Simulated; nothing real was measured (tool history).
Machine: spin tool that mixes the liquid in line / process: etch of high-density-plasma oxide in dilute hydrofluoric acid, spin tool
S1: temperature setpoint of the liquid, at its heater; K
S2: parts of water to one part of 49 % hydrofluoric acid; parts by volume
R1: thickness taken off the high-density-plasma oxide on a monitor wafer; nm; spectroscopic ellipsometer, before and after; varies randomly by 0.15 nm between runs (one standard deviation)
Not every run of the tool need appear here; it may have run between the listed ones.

Run 1, day 0: S1 294.15 K, S2 125 parts by volume, time under the liquid (s) 280. Result: R1 13.631 nm.
Run 2, day 0.154: S1 294.15 K, S2 105 parts by volume, time under the liquid (s) 280. Result: R1 16.633 nm.
Run 3, day 0.517: S1 294.15 K, S2 65 parts by volume, time under the liquid (s) 280. Result: R1 28.221 nm.
Run 4, day 0.858: S1 294.15 K, S2 50 parts by volume, time under the liquid (s) 280. Result: R1 36.621 nm.
Run 5, day 1.204: S1 294.15 K, S2 50 parts by volume, time under the liquid (s) 300. Result: R1 40.007 nm.
Run 6, day 1.562: S1 293.15 K, S2 60 parts by volume, time under the liquid (s) 300. Result: R1 31.725 nm.
Run 7, day 1.775: S1 292.65 K, S2 65 parts by volume, time under the liquid (s) 300. Result: R1 28.243 nm.
Run 8, day 1.975: S1 292.65 K, S2 65 parts by volume, time under the liquid (s) 300. Result: R1 28.042 nm.
Run 9, day 2.254: S1 292.15 K, S2 70 parts by volume, time under the liquid (s) 300. Result: R1 25.444 nm.
Run 10, day 2.6: S1 291.65 K, S2 75 parts by volume, time under the liquid (s) 300. Result: R1 23.464 nm.
Run 11, day 2.833: S1 291.15 K, S2 75 parts by volume, time under the liquid (s) 300. Result: R1 22.617 nm.
Run 12, day 3.183: S1 290.65 K, S2 80 parts by volume, time under the liquid (s) 300. Result: R1 20.525 nm.

Predict the results of run 13:
Run 13, day 3.45: S1 290.65 K, S2 80 parts by volume, time under the liquid (s) 300. Result: R1 ?.

R1: 20.761 nm
